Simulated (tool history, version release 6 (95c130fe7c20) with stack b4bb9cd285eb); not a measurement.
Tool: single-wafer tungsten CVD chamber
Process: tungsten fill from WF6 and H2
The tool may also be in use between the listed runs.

| run | hour | heater temperature setpoint (K) | chamber pressure (mTorr) | deposition time (s) | mean film thickness on the monitor wafer (nm) |
|---|---|---|---|---|---|
| 1 | 0 | 663.15 | 28400 | 25.4 | 58.623 |
| 2 | 3.6 | 672.15 | 28400 | 25.4 | 70.989 |
| 3 | 6.6 | 678.15 | 28400 | 25.4 | 79.714 |
| 4 | 9.7 | 671.15 | 28100 | 25.4 | 69.318 |
| 5 | 18.3 | 671.15 | 30900 | 25.4 | 71.898 |
| 6 | 18.9 | 671.15 | 28800 | 25.4 | 69.575 |

Run 7 comes next. What will it give?
|  | 27.5 | thermocouple changed; heater temperature recalibrated |
| 7 | 27.5 | 666.15 | 28600 | 25.4 | ? |

Run 7 gave mean film thickness on the monitor wafer (nm) 59.113.
